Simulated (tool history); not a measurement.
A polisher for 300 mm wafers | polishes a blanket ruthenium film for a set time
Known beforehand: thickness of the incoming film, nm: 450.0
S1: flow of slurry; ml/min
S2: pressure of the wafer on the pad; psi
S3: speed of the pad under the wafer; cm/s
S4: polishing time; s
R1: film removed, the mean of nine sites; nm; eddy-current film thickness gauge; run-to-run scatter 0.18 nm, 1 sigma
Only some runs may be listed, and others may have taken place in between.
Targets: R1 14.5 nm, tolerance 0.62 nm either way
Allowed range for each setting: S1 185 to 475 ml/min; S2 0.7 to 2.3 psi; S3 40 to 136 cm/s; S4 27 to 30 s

{"run": 1, "day": 0.0, "S1": 305, "S2": 1.5, "S3": 88, "S4": 30, "R1": 18.625}
{"run": 2, "day": 0.246, "S1": 340, "S2": 1.5, "S3": 88, "S4": 30, "R1": 19.341}
{"run": 3, "day": 0.575, "S1": 330, "S2": 1.4, "S3": 88, "S4": 30, "R1": 17.837}
{"run": 4, "day": 0.662, "S1": 325, "S2": 1.3, "S3": 88, "S4": 30, "R1": 16.504}
{"run": 5, "day": 0.917, "S1": 320, "S2": 1.3, "S3": 88, "S4": 30, "R1": 16.3}
{"run": 6, "day": 1.262, "S1": 310, "S2": 1.3, "S3": 88, "S4": 30, "R1": 16.374}
{"run": 7, "day": 1.379, "S1": 305, "S2": 1.3, "S3": 88, "S4": 30, "R1": 16.474}
{"run": 8, "day": 1.671, "S1": 305, "S2": 1.2, "S3": 88, "S4": 30, "R1": 15.336}
{"run": 9, "day": 1.854, "S1": 300, "S2": 1.2, "S3": 88, "S4": 30, "R1": 15.26}

5 next moves are on the table. One of them brings every result within its allowed miss. Which?
{"run": "A", "day": 2.038, "S1": 260, "S2": 1.1, "S3": 94, "S4": 30, "R1": "?"}
{"run": "B", "day": 2.038, "S1": 290, "S2": 1, "S3": 92, "S4": 30, "R1": "?"}
{"run": "C", "day": 2.038, "S1": 295, "S2": 1.1, "S3": 84, "S4": 30, "R1": "?"}
{"run": "D", "day": 2.038, "S1": 290, "S2": 1.2, "S3": 80, "S4": 27, "R1": "?"}
{"run": "E", "day": 2.038, "S1": 320, "S2": 1.2, "S3": 100, "S4": 29, "R1": "?"}

move=A R1=14.525
move=B R1=13.157
move=C R1=13.287
move=D R1=12.416
move=E R1=16.518
A: in spec on every target
B: the result that was furthest off in the last run now lies on the other side of its target
C: the result that was furthest off in the last run now lies on the other side of its target
D: the result that was furthest off in the last run now lies on the other side of its target
E: further off than the last run
A meets every target.

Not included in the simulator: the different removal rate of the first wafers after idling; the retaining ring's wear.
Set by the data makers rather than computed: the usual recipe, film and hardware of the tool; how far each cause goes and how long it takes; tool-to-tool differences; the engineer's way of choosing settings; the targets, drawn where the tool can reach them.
